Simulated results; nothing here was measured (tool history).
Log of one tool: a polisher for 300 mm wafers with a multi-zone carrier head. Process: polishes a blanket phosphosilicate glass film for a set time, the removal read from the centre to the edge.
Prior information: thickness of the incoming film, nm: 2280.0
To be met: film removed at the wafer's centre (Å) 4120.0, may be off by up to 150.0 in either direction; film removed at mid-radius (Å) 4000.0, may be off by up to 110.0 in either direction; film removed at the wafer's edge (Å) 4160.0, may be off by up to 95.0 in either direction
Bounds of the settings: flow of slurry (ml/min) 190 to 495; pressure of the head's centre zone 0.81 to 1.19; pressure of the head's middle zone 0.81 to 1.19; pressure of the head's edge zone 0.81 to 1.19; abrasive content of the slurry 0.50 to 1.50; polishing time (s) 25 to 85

run  hour  flow of slurry (ml/min)  pressure of the head's centre zone  pressure of the head's middle zone  pressure of the head's edge zone  abrasive content of the slurry  polishing time (s)  film removed at the wafer's centre (Å)  film removed at mid-radius (Å)  film removed at the wafer's edge (Å)
  1   0.0                      320                                1.00                                1.00                              1.00                            1.00                  55                                  5478.3                          5581.0                                5309.4
  2   6.3                      380                                1.00                                1.00                              1.00                            1.00                  55                                  5613.7                          5626.1                                5385.0
  3   9.1                      375                                0.98                                0.96                              0.97                            0.90                  55                                  5108.2                          5056.8                                5038.7
  4  17.0                      370                                0.97                                0.94                              0.93                            0.85                  55                                  4945.6                          4878.1                                4730.5
  5  18.1                      365                                0.95                                0.91                              0.92                            0.80                  55                                  4628.4                          4470.5                                4568.4
  6  19.6                      365                                0.95                                0.91                              0.92                            1.00                  55                                  5277.2                          5176.8                                5173.2
  7  20.3                      355                                0.93                                0.89                              0.90                            0.95                  55                                  5027.9                          4969.0                                5020.2
  8  20.9                      355                                0.92                                0.88                              0.88                            0.90                  55                                  4804.5                          4715.3                                4848.2
  9  29.7                      355                                0.92                                0.88                              0.87                            0.85                  55                                  4664.3                          4583.4                                4609.1
 10  31.3                      295                                0.87                                0.81                              0.83                            0.75                  55                                  3952.3                          3875.4                                4137.0

4 next moves are on the table. One of them brings every result within its allowed miss. Which?
  A  32.9                      205                                0.90                                0.84                              0.81                            0.95                  50                                       ?                               ?                                     ?
  B  32.9                      255                                0.89                                0.92                              0.95                            0.85                  47                                       ?                               ?                                     ?
  C  32.9                      350                                0.84                                0.81                              0.85                            1.05                  43                                       ?                               ?                                     ?
  D  32.9                      285                                0.84                                0.82                              0.83                            0.60                  65                                       ?                               ?                                     ?

move  film removed at the wafer's centre (Å)  film removed at mid-radius (Å)  film removed at the wafer's edge (Å)
   A                                  4103.8                          3973.2                                4199.1
   B                                  3706.4                          3892.4                                4031.8
   C                                  3763.0                          3750.0                                4092.7
   D                                  3808.0                          3841.4                                4131.6
A: hits every target within its allowed miss
B: puts the biggest miss on target and leaves a different result outside tolerance
C: lands further from the targets than the last run did
D: lands further from the targets than the last run did
So the answer is move A, the one that meets all the targets.
